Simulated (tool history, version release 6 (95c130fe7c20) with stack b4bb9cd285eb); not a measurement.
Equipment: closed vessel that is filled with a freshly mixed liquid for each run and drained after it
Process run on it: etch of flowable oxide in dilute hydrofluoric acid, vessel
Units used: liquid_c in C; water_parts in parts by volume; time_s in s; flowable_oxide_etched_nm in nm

{"run": 1, "day": 0.0, "liquid_c": 22.0, "water_parts": 245, "time_s": 30, "flowable_oxide_etched_nm": 2.9813}
{"run": 2, "day": 0.196, "liquid_c": 22.0, "water_parts": 245, "time_s": 30, "flowable_oxide_etched_nm": 2.9856}
{"run": 3, "day": 0.3, "liquid_c": 23.5, "water_parts": 240, "time_s": 30, "flowable_oxide_etched_nm": 3.2154}
{"run": 4, "day": 0.35, "liquid_c": 24.5, "water_parts": 235, "time_s": 30, "flowable_oxide_etched_nm": 3.4138}
{"run": 5, "day": 0.608, "liquid_c": 27.0, "water_parts": 235, "time_s": 30, "flowable_oxide_etched_nm": 3.77}
{"run": 6, "day": 0.679, "liquid_c": 25.0, "water_parts": 235, "time_s": 30, "flowable_oxide_etched_nm": 3.4868}
{"run": 7, "day": 1.033, "liquid_c": 26.0, "water_parts": 230, "time_s": 30, "flowable_oxide_etched_nm": 3.7375}
{"run": 8, "day": 1.117, "liquid_c": 26.5, "water_parts": 225, "time_s": 30, "flowable_oxide_etched_nm": 3.8598}
{"run": 9, "day": 1.342, "liquid_c": 27.0, "water_parts": 220, "time_s": 30, "flowable_oxide_etched_nm": 4.0564}

Run 10 has not been measured yet. What should we expect?
{"run": 10, "day": 1.408, "liquid_c": 27.5, "water_parts": 220, "time_s": 30, "flowable_oxide_etched_nm": "?"}

For run 10 the tool returned flowable_oxide_etched_nm 4.1417 nm.
